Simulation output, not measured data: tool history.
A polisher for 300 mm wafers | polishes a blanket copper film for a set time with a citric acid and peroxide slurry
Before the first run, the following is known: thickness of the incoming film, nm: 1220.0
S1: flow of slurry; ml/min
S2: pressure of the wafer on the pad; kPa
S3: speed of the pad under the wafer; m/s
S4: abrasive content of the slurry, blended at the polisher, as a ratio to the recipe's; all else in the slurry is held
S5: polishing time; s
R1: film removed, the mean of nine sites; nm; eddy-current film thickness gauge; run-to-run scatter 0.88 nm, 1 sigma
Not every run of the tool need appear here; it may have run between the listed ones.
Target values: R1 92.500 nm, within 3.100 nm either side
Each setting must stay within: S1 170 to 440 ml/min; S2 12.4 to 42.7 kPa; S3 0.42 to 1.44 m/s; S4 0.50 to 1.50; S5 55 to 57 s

run,hour,S1,S2,S3,S4,S5,R1
1,0.0,280,27.6,0.92,1.00,55,151.820
2,3.3,280,24.8,0.92,1.00,55,137.720
3,5.9,280,19.3,0.92,1.00,55,108.260
4,10.7,280,19.3,0.92,1.00,57,112.570
5,16.4,350,19.3,0.92,1.00,57,115.040
6,18.4,350,17.9,0.92,1.00,57,108.140
7,23.2,350,17.2,0.92,1.00,57,103.930
8,24.3,350,16.5,0.92,1.00,57,99.320
9,26.2,345,14.5,0.92,1.00,57,86.004

Which one of the following 4 next-run settings gets every result inside its allowed miss? There is exactly one.
A,28.1,325,13.1,1.04,1.00,55,?
B,28.1,305,13.8,0.94,0.95,55,?
C,28.1,440,14.5,0.80,1.05,57,?
D,28.1,365,14.5,1.04,0.95,55,?

move,R1
A,84.076
B,79.617
C,79.790
D,92.047
A: misses by more than the last run did
B: misses by more than the last run did
C: misses by more than the last run did
D: each result inside its tolerance
The move that meets every target is D.
